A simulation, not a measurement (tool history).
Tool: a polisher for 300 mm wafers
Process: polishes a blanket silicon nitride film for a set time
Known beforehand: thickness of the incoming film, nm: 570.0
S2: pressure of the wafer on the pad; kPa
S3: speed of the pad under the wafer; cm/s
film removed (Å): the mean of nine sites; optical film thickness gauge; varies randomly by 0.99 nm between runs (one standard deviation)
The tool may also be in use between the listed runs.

{"run": 1, "hour": 0.0, "flow of slurry (ml/min)": 140, "S2": 24.8, "S3": 98, "polishing time (s)": 75, "film removed (Å)": 1198.9}
{"run": 2, "hour": 8.8, "flow of slurry (ml/min)": 135, "S2": 24.1, "S3": 98, "polishing time (s)": 75, "film removed (Å)": 1158.6}
{"run": 3, "hour": 10.4, "flow of slurry (ml/min)": 135, "S2": 27.6, "S3": 98, "polishing time (s)": 75, "film removed (Å)": 1326.6}
{"run": 4, "hour": 15.2, "flow of slurry (ml/min)": 130, "S2": 26.2, "S3": 98, "polishing time (s)": 75, "film removed (Å)": 1230.7}
{"run": 5, "hour": 24.2, "flow of slurry (ml/min)": 120, "S2": 26.2, "S3": 98, "polishing time (s)": 75, "film removed (Å)": 1235.4}
{"hour": 29.7, "done": "worn pad replaced by a new one"}
{"run": 6, "hour": 29.7, "flow of slurry (ml/min)": 95, "S2": 26.2, "S3": 98, "polishing time (s)": 75, "film removed (Å)": 1295.4}
{"run": 7, "hour": 32.2, "flow of slurry (ml/min)": 100, "S2": 24.8, "S3": 98, "polishing time (s)": 75, "film removed (Å)": 1249.3}

Expected results for the next run?
{"run": 8, "hour": 36.6, "flow of slurry (ml/min)": 110, "S2": 24.1, "S3": 98, "polishing time (s)": 75, "film removed (Å)": "?"}

{"run 8": {"film removed (Å)": 1251.0}}

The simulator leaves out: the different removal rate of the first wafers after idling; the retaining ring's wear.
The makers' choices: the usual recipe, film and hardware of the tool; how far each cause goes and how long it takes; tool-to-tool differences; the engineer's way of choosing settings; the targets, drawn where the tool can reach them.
